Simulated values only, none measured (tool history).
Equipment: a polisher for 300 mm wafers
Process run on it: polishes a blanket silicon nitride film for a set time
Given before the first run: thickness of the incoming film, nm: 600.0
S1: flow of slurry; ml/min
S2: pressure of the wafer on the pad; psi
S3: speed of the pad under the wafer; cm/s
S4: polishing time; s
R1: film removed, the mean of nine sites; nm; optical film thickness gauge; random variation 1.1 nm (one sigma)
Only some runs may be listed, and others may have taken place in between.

Run 1, day 0.000: S1 260 ml/min, S2 4.8 psi, S3 142 cm/s, S4 41 s. Result: R1 151.24 nm.
Run 2, day 0.279: S1 320 ml/min, S2 4.8 psi, S3 142 cm/s, S4 41 s. Result: R1 152.39 nm.
Run 3, day 0.496: S1 320 ml/min, S2 5.6 psi, S3 142 cm/s, S4 41 s. Result: R1 180.61 nm.
Run 4, day 0.800: S1 320 ml/min, S2 5.4 psi, S3 142 cm/s, S4 41 s. Result: R1 174.83 nm.
Run 5, day 1.175: S1 320 ml/min, S2 4.8 psi, S3 142 cm/s, S4 41 s. Result: R1 152.12 nm.
Run 6, day 1.488: S1 320 ml/min, S2 4.7 psi, S3 142 cm/s, S4 41 s. Result: R1 150.22 nm.

Forecast run 7:
Run 7, day 1.567: S1 320 ml/min, S2 4.6 psi, S3 142 cm/s, S4 41 s. Result: R1 ?.

{"run 7": {"R1": 147.49}}
